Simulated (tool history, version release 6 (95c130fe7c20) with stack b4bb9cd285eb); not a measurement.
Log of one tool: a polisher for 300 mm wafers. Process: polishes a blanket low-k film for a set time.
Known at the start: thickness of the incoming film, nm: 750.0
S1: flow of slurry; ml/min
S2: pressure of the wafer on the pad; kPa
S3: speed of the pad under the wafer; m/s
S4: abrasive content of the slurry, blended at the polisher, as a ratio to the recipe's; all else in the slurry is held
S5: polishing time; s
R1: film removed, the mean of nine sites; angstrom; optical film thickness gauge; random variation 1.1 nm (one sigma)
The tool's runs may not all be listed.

{"run": 1, "hour": 0.0, "S1": 135, "S2": 14.5, "S3": 1.24, "S4": 1, "S5": 109, "R1": 475.06}
{"run": 2, "hour": 8.0, "S1": 135, "S2": 14.5, "S3": 1.24, "S4": 0.8, "S5": 109, "R1": 414.46}
{"run": 3, "hour": 9.2, "S1": 155, "S2": 14.5, "S3": 1.24, "S4": 0.8, "S5": 109, "R1": 418.12}
{"run": 4, "hour": 10.4, "S1": 155, "S2": 14.5, "S3": 1.24, "S4": 0.6, "S5": 109, "R1": 334.78}
{"hour": 19.2, "done": "conditioning disc replaced and pad reconditioned"}
{"run": 5, "hour": 19.2, "S1": 155, "S2": 15.2, "S3": 1.32, "S4": 0.6, "S5": 109, "R1": 467.05}
{"run": 6, "hour": 23.6, "S1": 155, "S2": 17.2, "S3": 1.32, "S4": 0.6, "S5": 109, "R1": 512.97}
{"run": 7, "hour": 30.0, "S1": 155, "S2": 17.9, "S3": 1.32, "S4": 0.6, "S5": 109, "R1": 519.99}

The next listed run, before its measurement:
{"run": 8, "hour": 34.8, "S1": 155, "S2": 18.6, "S3": 1.34, "S4": 0.6, "S5": 109, "R1": "?"}

{"run 8": {"R1": 535.04}}
